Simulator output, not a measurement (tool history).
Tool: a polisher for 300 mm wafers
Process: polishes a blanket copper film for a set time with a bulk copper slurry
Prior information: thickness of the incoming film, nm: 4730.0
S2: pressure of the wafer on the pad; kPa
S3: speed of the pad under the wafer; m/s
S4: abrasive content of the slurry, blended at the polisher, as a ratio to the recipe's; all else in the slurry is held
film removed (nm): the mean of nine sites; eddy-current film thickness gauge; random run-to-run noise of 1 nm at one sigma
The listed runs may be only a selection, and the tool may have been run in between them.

run 1 day=0.000 | flow_of_slurry_(ml/min)=215 S2=11.7 S3=0.96 S4=1.0 polishing_time_(s)=27 | film_removed_(nm)=107.550
run 2 day=0.208 | flow_of_slurry_(ml/min)=215 S2=11.0 S3=0.96 S4=1.0 polishing_time_(s)=27 | film_removed_(nm)=105.300
run 3 day=0.296 | flow_of_slurry_(ml/min)=175 S2=11.0 S3=0.96 S4=1.0 polishing_time_(s)=27 | film_removed_(nm)=100.490
run 4 day=0.500 | flow_of_slurry_(ml/min)=220 S2=11.0 S3=0.96 S4=1.0 polishing_time_(s)=27 | film_removed_(nm)=105.130
run 5 day=0.796 | flow_of_slurry_(ml/min)=215 S2=10.3 S3=0.96 S4=1.0 polishing_time_(s)=27 | film_removed_(nm)=99.466
run 6 day=1.171 | flow_of_slurry_(ml/min)=215 S2=9.7 S3=0.96 S4=1.0 polishing_time_(s)=27 | film_removed_(nm)=94.860
run 7 day=1.300 | flow_of_slurry_(ml/min)=215 S2=9.0 S3=0.96 S4=1.0 polishing_time_(s)=27 | film_removed_(nm)=91.917

Predict the results of run 8:
run 8 day=1.346 | flow_of_slurry_(ml/min)=215 S2=8.3 S3=0.96 S4=1.0 polishing_time_(s)=27 | film_removed_(nm)=?

{"run 8": {"film removed (nm)": 86.422}}
